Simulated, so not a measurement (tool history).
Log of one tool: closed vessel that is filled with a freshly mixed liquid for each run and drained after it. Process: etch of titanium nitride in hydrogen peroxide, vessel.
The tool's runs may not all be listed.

run	hour	temperature setpoint of the liquid (C)	concentration of hydrogen peroxide in the mixed liquid (% by weight)	time in the liquid (s)	thickness taken off the titanium nitride on a monitor wafer (angstrom)
1	0	47	24	240	55.471
2	8.3	51	24	240	73.757
3	11.8	47.5	24	240	56.915
4	17.6	45.5	24	240	49.348
5	26.8	45.5	26	240	50.093
6	30.5	45.5	29.5	240	51.634
7	39.9	43.5	29.5	240	44.262

Predict the results of run 8:
8	45.9	40	29.5	240	?

{"run 8": {"thickness taken off the titanium nitride on a monitor wafer (angstrom)": 33.929}}
